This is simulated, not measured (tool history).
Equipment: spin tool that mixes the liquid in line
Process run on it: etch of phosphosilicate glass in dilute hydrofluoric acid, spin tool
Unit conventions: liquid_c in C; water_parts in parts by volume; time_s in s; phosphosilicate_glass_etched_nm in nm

| run | hour | liquid_c | water_parts | time_s | phosphosilicate_glass_etched_nm |
|---|---|---|---|---|---|
| 1 | 0 | 25 | 210 | 15 | 8.2809 |
| 2 | 3.4 | 28 | 210 | 15 | 9.1475 |
| 3 | 11.1 | 26.5 | 210 | 15 | 8.7543 |
| 4 | 13.6 | 26.5 | 210 | 15 | 8.7526 |
| 5 | 20.6 | 29 | 210 | 15 | 9.4321 |
| 6 | 21.4 | 27 | 210 | 15 | 8.9483 |

Estimate the outcome of run 7 from the log above:
| 7 | 29.6 | 26 | 220 | 15 | ? |

phosphosilicate_glass_etched_nm: 8.1399 nm
